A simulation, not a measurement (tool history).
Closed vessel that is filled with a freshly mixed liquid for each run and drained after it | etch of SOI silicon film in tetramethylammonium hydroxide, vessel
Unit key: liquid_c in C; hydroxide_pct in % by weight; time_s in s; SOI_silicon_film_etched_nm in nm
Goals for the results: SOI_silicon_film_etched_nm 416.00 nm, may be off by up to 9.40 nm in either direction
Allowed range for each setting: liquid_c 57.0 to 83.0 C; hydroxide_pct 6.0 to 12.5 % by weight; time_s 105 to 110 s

| run | hour | liquid_c | hydroxide_pct | time_s | SOI_silicon_film_etched_nm |
|---|---|---|---|---|---|
| 1 | 0.0 | 70.0 | 8.5 | 105 | 726.61 |
| 2 | 2.4 | 64.5 | 8.5 | 105 | 521.33 |
| 3 | 11.3 | 63.5 | 8.5 | 105 | 488.58 |
| 4 | 14.2 | 63.0 | 8.5 | 105 | 476.82 |
| 5 | 20.9 | 63.0 | 7.5 | 105 | 492.13 |
| 6 | 23.6 | 62.5 | 7.5 | 105 | 475.07 |
| 7 | 27.9 | 62.0 | 7.5 | 105 | 464.07 |
| 8 | 36.4 | 61.5 | 7.5 | 105 | 447.63 |
| 9 | 37.5 | 61.0 | 7.5 | 105 | 432.27 |

Which of these 5 next moves meets every target?
| A | 38.6 | 61.0 | 7.0 | 105 | ? |
| B | 38.6 | 61.5 | 8.5 | 105 | ? |
| C | 38.6 | 60.0 | 8.5 | 110 | ? |
| D | 38.6 | 60.0 | 6.0 | 110 | ? |
| E | 38.6 | 59.5 | 6.5 | 110 | ? |

| move | SOI_silicon_film_etched_nm |
|---|---|
| A | 443.08 |
| B | 431.35 |
| C | 411.76 |
| D | 452.56 |
| E | 430.65 |
A: misses by more than the last run did
B: nearer the targets than the last run, but a result is still out of spec
C: every result lands within tolerance
D: misses by more than the last run did
E: nearer the targets than the last run, but a result is still out of spec
Go with C: it meets all targets.
